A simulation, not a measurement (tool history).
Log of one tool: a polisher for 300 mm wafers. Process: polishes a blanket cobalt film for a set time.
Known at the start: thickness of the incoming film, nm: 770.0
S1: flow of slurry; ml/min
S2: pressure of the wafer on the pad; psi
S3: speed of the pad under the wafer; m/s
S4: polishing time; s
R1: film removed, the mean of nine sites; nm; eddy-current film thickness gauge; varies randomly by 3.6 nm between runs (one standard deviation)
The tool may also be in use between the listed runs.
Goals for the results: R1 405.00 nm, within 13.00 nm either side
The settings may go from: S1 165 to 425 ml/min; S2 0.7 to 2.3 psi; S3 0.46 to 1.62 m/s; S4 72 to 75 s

| run | hour | S1 | S2 | S3 | S4 | R1 |
|---|---|---|---|---|---|---|
| 1 | 0.0 | 275 | 1.5 | 1.04 | 72 | 334.10 |
| 2 | 4.7 | 275 | 1.5 | 0.80 | 72 | 259.74 |
| 3 | 6.4 | 275 | 1.5 | 0.58 | 72 | 191.85 |
| 4 | 8.3 | 275 | 1.7 | 0.62 | 72 | 230.01 |
| 5 | 14.7 | 275 | 1.9 | 0.66 | 72 | 260.23 |
| 6 | 19.2 | 275 | 1.8 | 0.66 | 72 | 249.48 |
| 7 | 25.7 | 275 | 1.9 | 0.72 | 72 | 285.69 |
| 8 | 28.3 | 275 | 2.0 | 0.76 | 72 | 311.60 |
| 9 | 34.7 | 280 | 2.3 | 0.86 | 72 | 391.52 |

Below are 4 possible settings for the next run. Only one of them brings all results inside the allowed miss of their targets. Which is it?
| A | 41.1 | 300 | 2.3 | 0.82 | 74 | ? |
| B | 41.1 | 240 | 2.2 | 0.84 | 75 | ? |
| C | 41.1 | 215 | 2.2 | 0.90 | 75 | ? |
| D | 41.1 | 225 | 2.3 | 1.00 | 72 | ? |

| move | R1 |
|---|---|
| A | 388.02 |
| B | 380.77 |
| C | 402.38 |
| D | 445.20 |
A: moves away from the targets compared with the last run
B: moves away from the targets compared with the last run
C: every result within its allowed miss
D: carries the result that was furthest off beyond its target, to the other side
C is the move that brings every result within its allowed miss.

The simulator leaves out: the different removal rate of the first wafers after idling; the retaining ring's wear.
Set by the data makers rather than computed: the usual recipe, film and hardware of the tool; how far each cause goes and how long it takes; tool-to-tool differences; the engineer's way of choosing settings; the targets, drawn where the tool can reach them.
